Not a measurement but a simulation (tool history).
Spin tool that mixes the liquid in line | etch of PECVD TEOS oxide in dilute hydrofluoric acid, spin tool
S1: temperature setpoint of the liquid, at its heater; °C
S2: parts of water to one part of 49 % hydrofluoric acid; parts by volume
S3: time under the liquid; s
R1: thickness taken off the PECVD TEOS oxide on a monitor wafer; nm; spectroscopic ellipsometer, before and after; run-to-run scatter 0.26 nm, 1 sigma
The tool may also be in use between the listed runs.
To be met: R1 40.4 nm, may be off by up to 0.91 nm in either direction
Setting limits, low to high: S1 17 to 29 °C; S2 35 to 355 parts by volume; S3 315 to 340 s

run 1 day=0 | S1=21 S2=195 S3=315 | R1=19.751
run 2 day=0.058 | S1=22 S2=185 S3=315 | R1=21.93
run 3 day=0.317 | S1=22 S2=235 S3=315 | R1=16.329
run 4 day=0.429 | S1=23 S2=220 S3=315 | R1=18.647
run 5 day=0.629 | S1=26 S2=220 S3=315 | R1=20.76
run 6 day=0.688 | S1=28 S2=220 S3=315 | R1=22.028
run 7 day=0.725 | S1=28 S2=205 S3=315 | R1=24.473
run 8 day=0.862 | S1=28 S2=195 S3=315 | R1=25.852
run 9 day=1.004 | S1=28 S2=195 S3=315 | R1=25.937
run 10 day=1.258 | S1=28 S2=185 S3=315 | R1=27.414
run 11 day=1.604 | S1=28 S2=175 S3=315 | R1=29.316
run 12 day=1.788 | S1=28 S2=170 S3=315 | R1=30.394
run 13 day=1.946 | S1=28 S2=165 S3=315 | R1=31.884
run 14 day=2.092 | S1=28 S2=160 S3=315 | R1=33.21
run 15 day=2.321 | S1=28 S2=155 S3=315 | R1=33.843
run 16 day=2.671 | S1=28 S2=150 S3=315 | R1=35.563
run 17 day=2.808 | S1=28.5 S2=140 S3=315 | R1=39.071

Which one of the following 5 next-run settings gets every result inside its allowed miss? There is exactly one.
run A day=2.946 | S1=26.5 S2=145 S3=340 | R1=?
run B day=2.946 | S1=26 S2=135 S3=315 | R1=?
run C day=2.946 | S1=29 S2=155 S3=340 | R1=?
run D day=2.946 | S1=28.5 S2=140 S3=340 | R1=?
run E day=2.946 | S1=29 S2=140 S3=320 | R1=?

move=A R1=37.433
move=B R1=37.004
move=C R1=37.917
move=D R1=42.019
move=E R1=40.279
A: lands further from the targets than the last run did
B: lands further from the targets than the last run did
C: lands further from the targets than the last run did
D: the result that was furthest off in the last run now lies on the other side of its target
E: every result within its allowed miss
Answer: E
